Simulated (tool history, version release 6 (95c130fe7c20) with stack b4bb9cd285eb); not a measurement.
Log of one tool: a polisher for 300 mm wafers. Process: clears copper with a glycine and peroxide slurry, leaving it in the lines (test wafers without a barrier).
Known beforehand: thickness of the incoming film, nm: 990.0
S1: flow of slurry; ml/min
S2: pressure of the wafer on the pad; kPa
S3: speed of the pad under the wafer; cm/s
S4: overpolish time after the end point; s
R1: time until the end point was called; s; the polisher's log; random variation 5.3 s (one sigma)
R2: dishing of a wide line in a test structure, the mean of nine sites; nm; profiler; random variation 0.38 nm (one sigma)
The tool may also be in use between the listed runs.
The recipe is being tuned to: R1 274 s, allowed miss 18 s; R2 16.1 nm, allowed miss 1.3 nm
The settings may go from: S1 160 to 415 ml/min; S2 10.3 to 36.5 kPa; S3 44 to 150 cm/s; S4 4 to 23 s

Run 1, hour 0: S1 265 ml/min, S2 23.4 kPa, S3 96 cm/s, S4 12 s. Result: R1 138.97 s, R2 52.556 nm.
Run 2, hour 1.6: S1 295 ml/min, S2 23.4 kPa, S3 96 cm/s, S4 12 s. Result: R1 137.89 s, R2 54.006 nm.
Run 3, hour 7: S1 270 ml/min, S2 21.4 kPa, S3 90 cm/s, S4 10 s. Result: R1 161.75 s, R2 41.281 nm.
Run 4, hour 10.3: S1 250 ml/min, S2 19.3 kPa, S3 88 cm/s, S4 9 s. Result: R1 177.52 s, R2 34.702 nm.
Run 5, hour 17.5: S1 250 ml/min, S2 19.3 kPa, S3 88 cm/s, S4 7 s. Result: R1 171.07 s, R2 27.819 nm.
Run 6, hour 23.8: S1 250 ml/min, S2 17.9 kPa, S3 84 cm/s, S4 7 s. Result: R1 193.02 s, R2 25.118 nm.
Run 7, hour 25.7: S1 250 ml/min, S2 16.5 kPa, S3 82 cm/s, S4 7 s. Result: R1 205.28 s, R2 23.775 nm.
Run 8, hour 32.9: S1 250 ml/min, S2 16.5 kPa, S3 82 cm/s, S4 7 s. Result: R1 208.16 s, R2 23.565 nm.
Run 9, hour 37.4: S1 250 ml/min, S2 16.5 kPa, S3 82 cm/s, S4 7 s. Result: R1 210.41 s, R2 23.474 nm.
Run 10, hour 42.7: S1 250 ml/min, S2 15.2 kPa, S3 82 cm/s, S4 7 s. Result: R1 224.03 s, R2 21.864 nm.
Run 11, hour 46.9: S1 250 ml/min, S2 15.2 kPa, S3 82 cm/s, S4 7 s. Result: R1 221.76 s, R2 22.325 nm.
Run 12, hour 51.8: S1 250 ml/min, S2 14.5 kPa, S3 82 cm/s, S4 7 s. Result: R1 231.92 s, R2 21.621 nm.
Run 13, hour 60: S1 250 ml/min, S2 10.3 kPa, S3 78 cm/s, S4 4 s. Result: R1 304.77 s, R2 10.343 nm.
Run 14, hour 64.5: S1 245 ml/min, S2 11 kPa, S3 76 cm/s, S4 4 s. Result: R1 294.89 s, R2 10.058 nm.
Run 15, hour 71.5: S1 245 ml/min, S2 11 kPa, S3 76 cm/s, S4 5 s. Result: R1 290.9 s, R2 12.63 nm.

Next run, 5 choices. One meets every target within its allowed miss, the rest don't. Which?
Run A, hour 78.5: S1 280 ml/min, S2 10.3 kPa, S3 88 cm/s, S4 6 s. Result: R1 ?, R2 ?.
Run B, hour 78.5: S1 260 ml/min, S2 12.4 kPa, S3 86 cm/s, S4 7 s. Result: R1 ?, R2 ?.
Run C, hour 78.5: S1 220 ml/min, S2 17.2 kPa, S3 72 cm/s, S4 6 s. Result: R1 ?, R2 ?.
Run D, hour 78.5: S1 255 ml/min, S2 10.3 kPa, S3 82 cm/s, S4 4 s. Result: R1 ?, R2 ?.
Run E, hour 78.5: S1 225 ml/min, S2 15.2 kPa, S3 84 cm/s, S4 6 s. Result: R1 ?, R2 ?.

move      R1      R2
   A  275.82  16.424
   B  250.51  20.716
   C  231.94  19.529
   D   292.6  10.661
   E  225.51  19.933
A: each result inside its tolerance
B: takes the biggest miss from the last run beyond its target
C: takes the biggest miss from the last run beyond its target
D: lands further from the targets than the last run did
E: takes the biggest miss from the last run beyond its target
Correct choice: A, which meets every target

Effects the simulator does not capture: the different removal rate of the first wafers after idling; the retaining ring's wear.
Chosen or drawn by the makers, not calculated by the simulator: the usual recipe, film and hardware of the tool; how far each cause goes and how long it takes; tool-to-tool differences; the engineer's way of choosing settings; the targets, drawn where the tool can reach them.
